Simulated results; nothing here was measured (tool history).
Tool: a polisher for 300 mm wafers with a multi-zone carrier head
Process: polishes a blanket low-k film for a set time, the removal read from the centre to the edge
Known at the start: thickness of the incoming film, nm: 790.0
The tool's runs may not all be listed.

run,hour,flow of slurry (ml/min),pressure of the head's centre zone,pressure of the head's middle zone,pressure of the head's edge zone,abrasive content of the slurry,polishing time (s),film removed at the wafer's centre (angstrom),film removed at mid-radius (angstrom),film removed at the wafer's edge (angstrom)
1,0,315,1,1,1,1,76,438.27,419.06,426.12
2,7.8,315,1,1,0.98,0.95,76,413.59,406.82,404.98
3,16.3,315,1.08,1,0.98,0.95,76,444.34,415.23,400.38
4,23.4,315,1.08,0.99,0.96,0.9,76,426.27,388.06,387.57
5,24.3,315,1.08,1,0.94,0.9,76,423.55,396.63,371.6
6,29.6,310,1.07,0.99,0.92,0.9,76,424.76,391.3,378.64
7,38.1,315,1.06,1.03,0.92,0.65,75,302.99,287.15,264.74

Forecast run 8:
8,44.5,310,1.09,1.07,1,0.85,75,?,?,?

Run 8 gave film removed at the wafer's centre (angstrom) 411.12, film removed at mid-radius (angstrom) 388.31, film removed at the wafer's edge (angstrom) 374.51.
